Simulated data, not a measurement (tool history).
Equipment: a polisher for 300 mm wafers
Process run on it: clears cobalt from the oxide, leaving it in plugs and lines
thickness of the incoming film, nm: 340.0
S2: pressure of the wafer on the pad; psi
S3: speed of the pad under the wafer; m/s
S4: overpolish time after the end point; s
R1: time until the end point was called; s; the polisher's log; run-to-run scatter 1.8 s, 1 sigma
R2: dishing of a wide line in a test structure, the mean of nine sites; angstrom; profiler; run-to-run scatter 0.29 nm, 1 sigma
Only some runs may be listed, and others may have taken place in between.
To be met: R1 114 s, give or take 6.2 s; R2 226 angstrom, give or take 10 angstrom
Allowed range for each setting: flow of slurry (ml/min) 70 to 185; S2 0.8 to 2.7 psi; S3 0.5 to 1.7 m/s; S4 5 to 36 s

run 1 hour=0 | flow_of_slurry_(ml/min)=120 S2=1.7 S3=1.1 S4=18 | R1=82.803 R2=415.83
run 2 hour=3.2 | flow_of_slurry_(ml/min)=120 S2=1.7 S3=1.1 S4=11 | R1=85.101 R2=301.05
run 3 hour=4.6 | flow_of_slurry_(ml/min)=120 S2=1.7 S3=0.86 S4=11 | R1=106.92 R2=254.03
run 4 hour=12.2 | flow_of_slurry_(ml/min)=120 S2=2 S3=0.86 S4=11 | R1=90.26 R2=282.98
run 5 hour=19.2 | flow_of_slurry_(ml/min)=120 S2=1.8 S3=0.86 S4=11 | R1=101.3 R2=268.44
run 6 hour=25 | flow_of_slurry_(ml/min)=120 S2=1.8 S3=0.86 S4=10 | R1=101.66 R2=245.77
run 7 hour=31.2 | flow_of_slurry_(ml/min)=115 S2=1.7 S3=0.86 S4=10 | R1=105.85 R2=235.08
run 8 hour=34.5 | flow_of_slurry_(ml/min)=110 S2=1.6 S3=0.86 S4=11 | R1=115.43 R2=242.79

Next run, 5 choices. One meets every target within its allowed miss, the rest don't. Which?
run A hour=37.8 | flow_of_slurry_(ml/min)=115 S2=1.5 S3=0.92 S4=11 | R1=? R2=?
run B hour=37.8 | flow_of_slurry_(ml/min)=150 S2=1.9 S3=0.78 S4=8 | R1=? R2=?
run C hour=37.8 | flow_of_slurry_(ml/min)=90 S2=1.6 S3=0.92 S4=10 | R1=? R2=?
run D hour=37.8 | flow_of_slurry_(ml/min)=160 S2=1.7 S3=0.78 S4=11 | R1=? R2=?
run E hour=37.8 | flow_of_slurry_(ml/min)=105 S2=1.5 S3=0.78 S4=12 | R1=? R2=?

move=A R1=115.05 R2=249.53
move=B R1=103.09 R2=211.15
move=C R1=113.35 R2=234.18
move=D R1=113.55 R2=252.16
move=E R1=137.08 R2=232.97
A: its largest miss is bigger than the last run's
B: takes the biggest miss from the last run beyond its target
C: every result lands within tolerance
D: its largest miss is bigger than the last run's
E: brings the last run's worst result on target, with another outside its allowed miss
Answer: C

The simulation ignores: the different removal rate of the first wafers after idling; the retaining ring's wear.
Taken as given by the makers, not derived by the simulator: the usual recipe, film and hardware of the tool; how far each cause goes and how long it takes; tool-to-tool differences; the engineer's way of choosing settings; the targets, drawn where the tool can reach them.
